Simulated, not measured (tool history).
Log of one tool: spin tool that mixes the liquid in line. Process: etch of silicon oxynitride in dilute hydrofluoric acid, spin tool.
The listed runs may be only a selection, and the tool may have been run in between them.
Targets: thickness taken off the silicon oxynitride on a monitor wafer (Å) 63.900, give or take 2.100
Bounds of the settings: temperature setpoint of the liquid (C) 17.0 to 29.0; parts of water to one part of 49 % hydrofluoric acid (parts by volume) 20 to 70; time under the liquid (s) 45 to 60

run  hour  temperature setpoint of the liquid (C)  parts of water to one part of 49 % hydrofluoric acid (parts by volume)  time under the liquid (s)  thickness taken off the silicon oxynitride on a monitor wafer (Å)
  1   0.0                                    21.0                                                                      40                         60                                                             24.611
  2   7.5                                    23.5                                                                      35                         60                                                             32.328
  3  16.0                                    23.5                                                                      35                         45                                                             24.048
  4  24.8                                    23.5                                                                      25                         45                                                             33.682
  5  30.6                                    23.5                                                                      25                         60                                                             45.268
  6  38.9                                    24.5                                                                      25                         60                                                             47.621
  7  42.6                                    28.5                                                                      20                         60                                                             72.246
  8  49.2                                    28.0                                                                      20                         60                                                             69.435

Exactly one of the 4 candidate moves below puts every result within its allowed miss. Which one?
  A  55.8                                    27.5                                                                      20                         60                                                                  ?
  B  55.8                                    28.0                                                                      20                         55                                                                  ?
  C  55.8                                    29.0                                                                      20                         60                                                                  ?
  D  55.8                                    29.0                                                                      20                         55                                                                  ?

move  thickness taken off the silicon oxynitride on a monitor wafer (Å)
   A                                                             68.804
   B                                                             64.620
   C                                                             73.984
   D                                                             67.819
A: an improvement on the last run, though not all results are within tolerance
B: each result inside its tolerance
C: the biggest miss grows against the last run
D: an improvement on the last run, though not all results are within tolerance
B is the move that brings every result within its allowed miss.
